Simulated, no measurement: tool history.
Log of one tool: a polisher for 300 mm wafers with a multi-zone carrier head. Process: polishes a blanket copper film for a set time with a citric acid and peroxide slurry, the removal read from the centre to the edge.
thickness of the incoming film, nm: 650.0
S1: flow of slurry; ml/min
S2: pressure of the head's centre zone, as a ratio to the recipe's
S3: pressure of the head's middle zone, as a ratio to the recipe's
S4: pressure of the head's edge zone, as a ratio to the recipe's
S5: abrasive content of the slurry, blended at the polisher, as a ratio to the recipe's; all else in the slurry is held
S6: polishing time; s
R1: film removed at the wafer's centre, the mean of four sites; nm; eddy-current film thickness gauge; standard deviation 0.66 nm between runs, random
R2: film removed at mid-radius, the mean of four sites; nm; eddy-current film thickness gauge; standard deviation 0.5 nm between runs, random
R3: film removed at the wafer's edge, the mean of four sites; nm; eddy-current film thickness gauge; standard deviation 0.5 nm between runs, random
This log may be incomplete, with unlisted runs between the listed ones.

{"run": 1, "hour": 0.0, "S1": 210, "S2": 1, "S3": 1, "S4": 1, "S5": 1, "S6": 46, "R1": 118.93, "R2": 115.6, "R3": 117.88}
{"run": 2, "hour": 6.3, "S1": 210, "S2": 1, "S3": 1, "S4": 1, "S5": 1, "S6": 40, "R1": 102.72, "R2": 100.06, "R3": 101.92}
{"run": 3, "hour": 12.6, "S1": 195, "S2": 0.95, "S3": 0.96, "S4": 1, "S5": 0.85, "S6": 39, "R1": 91.471, "R2": 91.443, "R3": 96.506}
{"run": 4, "hour": 17.9, "S1": 180, "S2": 0.92, "S3": 0.92, "S4": 1, "S5": 0.75, "S6": 38, "R1": 85.514, "R2": 82.886, "R3": 91.944}
{"run": 5, "hour": 26.4, "S1": 170, "S2": 0.89, "S3": 0.91, "S4": 1.02, "S5": 0.7, "S6": 37, "R1": 79.088, "R2": 78.844, "R3": 88.555}
{"run": 6, "hour": 29.7, "S1": 205, "S2": 0.89, "S3": 0.91, "S4": 1.02, "S5": 0.7, "S6": 37, "R1": 81.209, "R2": 79.668, "R3": 90.402}
{"run": 7, "hour": 36.1, "S1": 190, "S2": 0.87, "S3": 0.9, "S4": 1.03, "S5": 0.65, "S6": 36, "R1": 75.14, "R2": 77.075, "R3": 86.416}
{"run": 8, "hour": 37.9, "S1": 180, "S2": 0.85, "S3": 0.88, "S4": 1.04, "S5": 0.6, "S6": 35, "R1": 70.173, "R2": 71.217, "R3": 83.76}

For run 9, what comes out?
{"run": 9, "hour": 45.2, "S1": 180, "S2": 0.85, "S3": 0.88, "S4": 1.04, "S5": 0.6, "S6": 35, "R1": "?", "R2": "?", "R3": "?"}

For run 9 the tool returned R1 70.618 nm, R2 71.044 nm, R3 83.16 nm.
